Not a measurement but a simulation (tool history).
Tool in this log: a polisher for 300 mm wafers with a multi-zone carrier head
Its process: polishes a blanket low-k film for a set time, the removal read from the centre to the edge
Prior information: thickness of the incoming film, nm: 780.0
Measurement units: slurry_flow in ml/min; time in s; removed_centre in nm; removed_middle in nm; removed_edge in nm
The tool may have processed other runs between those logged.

| run | hour | slurry_flow | centre_zone | middle_zone | edge_zone | slurry_solids | time | removed_centre | removed_middle | removed_edge |
|---|---|---|---|---|---|---|---|---|---|---|
| 1 | 0.0 | 140 | 1.00 | 1.00 | 1.00 | 1.00 | 47 | 19.599 | 20.904 | 19.804 |
| 2 | 8.0 | 135 | 1.00 | 0.98 | 0.98 | 0.95 | 47 | 18.977 | 19.607 | 19.192 |
| 3 | 12.8 | 135 | 1.00 | 0.98 | 0.98 | 1.15 | 47 | 20.451 | 21.568 | 20.877 |
| 4 | 20.4 | 135 | 1.00 | 0.98 | 0.98 | 1.15 | 42 | 18.602 | 19.467 | 19.184 |
| 5 | 24.4 | 135 | 1.00 | 0.98 | 0.93 | 1.15 | 42 | 18.537 | 19.522 | 18.553 |
| 6 | 25.4 | 130 | 1.00 | 0.97 | 0.92 | 1.15 | 42 | 18.377 | 19.329 | 18.239 |
| 7 | 31.2 | 125 | 1.00 | 0.96 | 0.91 | 1.15 | 42 | 18.528 | 18.633 | 18.088 |
| 8 | 32.1 | 120 | 1.00 | 0.96 | 0.90 | 1.15 | 42 | 18.438 | 18.875 | 17.459 |
| 9 | 37.4 | 115 | 0.99 | 0.95 | 0.90 | 1.15 | 42 | 18.248 | 18.116 | 17.652 |
| 10 | 44.3 | 110 | 0.99 | 0.95 | 0.90 | 1.15 | 42 | 17.155 | 18.542 | 18.178 |
| 11 | 45.9 | 110 | 0.99 | 0.94 | 0.89 | 1.15 | 42 | 18.191 | 17.945 | 16.948 |

Run 12 is up next; what results do you expect?
| 12 | 49.0 | 105 | 0.99 | 0.94 | 0.90 | 1.15 | 42 | ? | ? | ? |

Run 12 measured removed_centre 17.513 nm, removed_middle 17.867 nm, removed_edge 17.276 nm.

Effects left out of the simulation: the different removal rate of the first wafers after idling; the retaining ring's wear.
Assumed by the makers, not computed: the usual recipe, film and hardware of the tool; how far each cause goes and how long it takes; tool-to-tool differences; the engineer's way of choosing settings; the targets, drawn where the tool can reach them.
